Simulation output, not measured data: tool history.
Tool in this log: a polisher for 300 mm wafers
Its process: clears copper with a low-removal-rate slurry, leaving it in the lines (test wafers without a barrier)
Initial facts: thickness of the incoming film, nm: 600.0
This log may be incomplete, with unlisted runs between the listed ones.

run  hour  flow of slurry (ml/min)  pressure of the wafer on the pad (kPa)  speed of the pad under the wafer (m/s)  abrasive content of the slurry  overpolish time after the end point (s)  time until the end point was called (s)  dishing of a wide line in a test structure (Å)
  1     0                      230                                    20.7                                    1.18                               1                                       18                                   155.61                                           474.6
  2   8.6                      230                                    20.7                                    1.18                               1                                       12                                   155.76                                          333.13
  3    17                      210                                    20.7                                    1.18                               1                                       12                                   154.62                                          316.84
  4    19                      210                                    20.7                                    1.46                               1                                       12                                   129.27                                           390.2
  5  21.6                      210                                    17.9                                    1.46                               1                                       12                                      139                                          358.68
  6  26.4                      210                                    17.9                                    1.46                             1.1                                       12                                   141.49                                          358.65
  7  34.6                      210                                    17.2                                    1.46                             1.1                                       15                                   144.88                                          440.92
  8  36.8                      205                                    11.7                                    1.48                             1.1                                       24                                   189.86                                          506.03

Run 9 is up next; what results do you expect?
  9  37.9                      210                                    11.7                                    1.48                             1.1                                       25                                        ?                                               ?

Run 9 came out at time until the end point was called (s) 191.15, dishing of a wide line in a test structure (Å) 513.62.

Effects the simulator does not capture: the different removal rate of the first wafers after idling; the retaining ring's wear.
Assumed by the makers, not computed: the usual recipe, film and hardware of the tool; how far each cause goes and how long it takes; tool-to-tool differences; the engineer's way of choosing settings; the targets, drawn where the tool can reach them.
